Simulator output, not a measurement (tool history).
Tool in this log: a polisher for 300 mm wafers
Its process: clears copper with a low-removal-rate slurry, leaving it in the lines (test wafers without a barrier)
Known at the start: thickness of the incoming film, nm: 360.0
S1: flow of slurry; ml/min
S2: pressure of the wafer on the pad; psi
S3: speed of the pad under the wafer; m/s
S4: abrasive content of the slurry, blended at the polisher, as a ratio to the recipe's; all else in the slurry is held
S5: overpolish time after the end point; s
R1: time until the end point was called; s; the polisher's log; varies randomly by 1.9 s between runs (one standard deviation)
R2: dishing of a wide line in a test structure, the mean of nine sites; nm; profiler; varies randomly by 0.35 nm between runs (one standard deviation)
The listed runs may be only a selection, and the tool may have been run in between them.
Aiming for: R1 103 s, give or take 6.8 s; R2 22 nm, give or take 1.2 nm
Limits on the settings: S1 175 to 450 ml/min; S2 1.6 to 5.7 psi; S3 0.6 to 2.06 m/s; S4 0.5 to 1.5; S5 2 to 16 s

Run 1, hour 0: S1 290 ml/min, S2 3.6 psi, S3 1.32 m/s, S4 1, S5 8 s. Result: R1 60.58 s, R2 29.629 nm.
Run 2, hour 3.1: S1 335 ml/min, S2 3.6 psi, S3 1.32 m/s, S4 1, S5 8 s. Result: R1 58.88 s, R2 29.852 nm.
Run 3, hour 8.8: S1 335 ml/min, S2 3.6 psi, S3 1.32 m/s, S4 1, S5 7 s. Result: R1 60.437 s, R2 26.925 nm.
Run 4, hour 16.7: S1 335 ml/min, S2 3.4 psi, S3 1.32 m/s, S4 1, S5 7 s. Result: R1 61.179 s, R2 25.458 nm.
Run 5, hour 17.9: S1 335 ml/min, S2 3.2 psi, S3 1.3 m/s, S4 1, S5 7 s. Result: R1 65.996 s, R2 24.358 nm.
Run 6, hour 24.6: S1 335 ml/min, S2 3 psi, S3 1.28 m/s, S4 1, S5 7 s. Result: R1 71.216 s, R2 23.029 nm.
Run 7, hour 30.5: S1 335 ml/min, S2 2.9 psi, S3 1.28 m/s, S4 1, S5 7 s. Result: R1 72.842 s, R2 21.949 nm.
Run 8, hour 39.2: S1 335 ml/min, S2 2.8 psi, S3 1.28 m/s, S4 1, S5 7 s. Result: R1 73.509 s, R2 21.541 nm.
Run 9, hour 41.8: S1 335 ml/min, S2 2.7 psi, S3 1.26 m/s, S4 1, S5 7 s. Result: R1 78.547 s, R2 20.39 nm.
Run 10, hour 45.2: S1 335 ml/min, S2 2.6 psi, S3 1.26 m/s, S4 1, S5 7 s. Result: R1 79.338 s, R2 19.309 nm.
Run 11, hour 53.7: S1 335 ml/min, S2 2.5 psi, S3 1.24 m/s, S4 1, S5 7 s. Result: R1 85.657 s, R2 18.396 nm.
Run 12, hour 56.3: S1 330 ml/min, S2 2.5 psi, S3 1.24 m/s, S4 1, S5 7 s. Result: R1 86.128 s, R2 19.034 nm.
Run 13, hour 61.4: S1 325 ml/min, S2 2.5 psi, S3 1.24 m/s, S4 1, S5 7 s. Result: R1 82.274 s, R2 18.99 nm.
At hour 62.3: slurry nozzle cleaned.
Run 14, hour 62.3: S1 325 ml/min, S2 2.4 psi, S3 1.24 m/s, S4 1, S5 7 s. Result: R1 86.494 s, R2 18.773 nm.

Exactly one of the 4 candidate moves below puts every result within its allowed miss. Which one?
Run A, hour 63.2: S1 305 ml/min, S2 2.8 psi, S3 1.28 m/s, S4 0.75, S5 8 s. Result: R1 ?, R2 ?.
Run B, hour 63.2: S1 255 ml/min, S2 2.5 psi, S3 1.02 m/s, S4 1, S5 10 s. Result: R1 ?, R2 ?.
Run C, hour 63.2: S1 355 ml/min, S2 2.2 psi, S3 1.62 m/s, S4 1.1, S5 6 s. Result: R1 ?, R2 ?.
Run D, hour 63.2: S1 300 ml/min, S2 2.2 psi, S3 1.04 m/s, S4 1, S5 7 s. Result: R1 ?, R2 ?.

move      R1      R2
   A    79.2   23.03
   B  103.45  22.085
   C  69.594   19.87
   D  110.42  14.988
A: meets the target for the result that was furthest off, but another lies outside its allowed miss
B: each result inside its tolerance
C: misses by more than the last run did
D: misses by more than the last run did
Answer: B
